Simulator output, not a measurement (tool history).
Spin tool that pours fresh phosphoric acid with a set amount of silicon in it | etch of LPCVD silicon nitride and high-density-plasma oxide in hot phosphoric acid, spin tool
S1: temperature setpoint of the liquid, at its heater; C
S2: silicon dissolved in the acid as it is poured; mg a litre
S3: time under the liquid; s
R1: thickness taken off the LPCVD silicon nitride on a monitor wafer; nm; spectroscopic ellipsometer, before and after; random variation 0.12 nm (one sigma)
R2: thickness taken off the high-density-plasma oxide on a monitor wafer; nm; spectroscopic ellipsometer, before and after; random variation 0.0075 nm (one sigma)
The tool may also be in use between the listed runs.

run    day     S1    S2   S3      R1        R2
  1  0.000  161.0  24.5  180  18.983  0.235780
  2  0.079  160.5  28.5  170  17.681  0.222440
  3  0.404  159.0  28.5  170  16.892  0.238480
  4  0.783  159.0  28.5  230  22.390  0.310560
  5  1.004  159.0  28.5  280  27.422  0.313630
  6  1.262  159.0  33.5  280  27.459  0.260260
  7  1.625  156.5  49.0  190  17.162  0.080049
  8  1.825  156.5  49.0  180  15.974  0.070260
  9  2.158  156.5  48.5  175  15.704  0.062925
 10  2.492  156.5  47.5  170  15.300  0.079181
 11  2.667  156.5  48.0  165  14.981  0.052790

The next listed run, before its measurement:
 12  2.708  156.5  46.5  160   ?   ?

{"run 12": {"R1": 14.437, "R2": 0.07349}}
